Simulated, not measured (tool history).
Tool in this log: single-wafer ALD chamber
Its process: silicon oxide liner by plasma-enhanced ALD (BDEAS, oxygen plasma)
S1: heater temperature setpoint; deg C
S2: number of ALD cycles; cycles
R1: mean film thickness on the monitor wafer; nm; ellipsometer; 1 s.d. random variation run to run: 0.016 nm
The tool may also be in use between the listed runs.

run,hour,S1,S2,R1
1,0,315,34,3.3306
2,5.2,321,34,3.3149
3,8.3,321,30,2.932
4,16.8,316,30,2.9773
5,17.9,321,30,2.9312
6,19.1,331,30,2.8823
7,22.9,330,32,3.0909
8,31.6,330,33,3.1845
9,37.2,330,34,3.2571
10,39,330,35,3.3598
11,42.6,330,36,3.4525
12,51.5,330,37,3.5625

The next listed run, before its measurement:
13,54.6,329,39,?

R1: 3.7559 nm
